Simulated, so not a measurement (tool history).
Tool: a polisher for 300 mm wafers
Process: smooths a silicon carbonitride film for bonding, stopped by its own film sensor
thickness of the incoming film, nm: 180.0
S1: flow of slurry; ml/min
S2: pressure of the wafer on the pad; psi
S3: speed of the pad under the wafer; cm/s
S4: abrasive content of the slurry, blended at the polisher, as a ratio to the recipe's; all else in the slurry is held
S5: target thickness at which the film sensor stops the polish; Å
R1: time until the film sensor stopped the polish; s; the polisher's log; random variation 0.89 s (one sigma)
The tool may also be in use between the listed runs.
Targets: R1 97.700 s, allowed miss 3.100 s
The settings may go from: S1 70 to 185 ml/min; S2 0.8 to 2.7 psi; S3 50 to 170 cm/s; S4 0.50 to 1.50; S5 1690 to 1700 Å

{"run": 1, "hour": 0.0, "S1": 120, "S2": 1.7, "S3": 110, "S4": 1.0, "S5": 1690, "R1": 47.967}
{"run": 2, "hour": 0.7, "S1": 120, "S2": 1.7, "S3": 132, "S4": 1.0, "S5": 1690, "R1": 43.53}
{"run": 3, "hour": 7.4, "S1": 115, "S2": 1.4, "S3": 120, "S4": 1.0, "S5": 1690, "R1": 56.252}
{"run": 4, "hour": 13.8, "S1": 110, "S2": 1.2, "S3": 114, "S4": 1.0, "S5": 1690, "R1": 65.532}
{"run": 5, "hour": 22.0, "S1": 105, "S2": 1.1, "S3": 108, "S4": 1.0, "S5": 1690, "R1": 73.617}
{"run": 6, "hour": 26.7, "S1": 105, "S2": 1.1, "S3": 108, "S4": 0.8, "S5": 1690, "R1": 83.488}
{"run": 7, "hour": 31.4, "S1": 105, "S2": 1.1, "S3": 108, "S4": 0.8, "S5": 1690, "R1": 84.34}
{"run": 8, "hour": 39.5, "S1": 100, "S2": 1.1, "S3": 108, "S4": 0.8, "S5": 1690, "R1": 85.852}
{"run": 9, "hour": 44.2, "S1": 95, "S2": 1.1, "S3": 108, "S4": 0.8, "S5": 1690, "R1": 85.574}
{"run": 10, "hour": 53.0, "S1": 90, "S2": 1.1, "S3": 108, "S4": 0.8, "S5": 1690, "R1": 86.943}
{"run": 11, "hour": 59.7, "S1": 85, "S2": 1.1, "S3": 108, "S4": 0.8, "S5": 1690, "R1": 88.712}
{"run": 12, "hour": 65.9, "S1": 80, "S2": 1.1, "S3": 108, "S4": 0.8, "S5": 1690, "R1": 90.027}

4 next moves are on the table. One of them brings every result within its allowed miss. Which?
{"run": "A", "hour": 72.1, "S1": 70, "S2": 1.2, "S3": 94, "S4": 0.8, "S5": 1700, "R1": "?"}
{"run": "B", "hour": 72.1, "S1": 95, "S2": 1.0, "S3": 116, "S4": 0.8, "S5": 1700, "R1": "?"}
{"run": "C", "hour": 72.1, "S1": 80, "S2": 1.2, "S3": 78, "S4": 0.7, "S5": 1700, "R1": "?"}
{"run": "D", "hour": 72.1, "S1": 75, "S2": 1.0, "S3": 98, "S4": 0.95, "S5": 1700, "R1": "?"}

move=A R1=82.505
move=B R1=80.381
move=C R1=95.807
move=D R1=83.572
A: further off than the last run
B: further off than the last run
C: meets every target
D: further off than the last run
The right move is C.
